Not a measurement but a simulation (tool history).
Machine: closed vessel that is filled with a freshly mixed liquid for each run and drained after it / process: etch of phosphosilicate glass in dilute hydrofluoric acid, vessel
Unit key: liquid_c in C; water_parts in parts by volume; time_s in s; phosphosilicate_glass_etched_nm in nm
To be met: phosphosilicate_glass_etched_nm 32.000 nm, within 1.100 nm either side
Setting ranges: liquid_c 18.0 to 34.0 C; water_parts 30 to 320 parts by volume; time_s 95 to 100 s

| run | hour | liquid_c | water_parts | time_s | phosphosilicate_glass_etched_nm |
|---|---|---|---|---|---|
| 1 | 0.0 | 26.0 | 175 | 95 | 55.092 |
| 2 | 2.5 | 25.0 | 180 | 95 | 50.252 |
| 3 | 11.6 | 25.0 | 130 | 95 | 74.824 |
| 4 | 18.2 | 25.0 | 130 | 95 | 73.854 |
| 5 | 21.0 | 24.0 | 145 | 95 | 62.135 |
| 6 | 29.1 | 24.0 | 145 | 95 | 64.009 |
| 7 | 37.0 | 20.0 | 215 | 95 | 33.383 |
| 8 | 43.6 | 19.5 | 215 | 95 | 33.435 |

Of the 4 settings listed for the next run, only one would bring every result within its allowed miss of target. Which one?
| A | 50.2 | 19.5 | 230 | 100 | ? |
| B | 50.2 | 18.0 | 220 | 95 | ? |
| C | 50.2 | 18.0 | 195 | 95 | ? |
| D | 50.2 | 22.0 | 235 | 100 | ? |

| move | phosphosilicate_glass_etched_nm |
|---|---|
| A | 32.043 |
| B | 30.314 |
| C | 35.005 |
| D | 34.284 |
A: all results land within tolerance of their targets
B: moves the result that the last run missed by most past its target, out the other side
C: misses by more than the last run did
D: misses by more than the last run did
So the answer is move A, the one that meets all the targets.
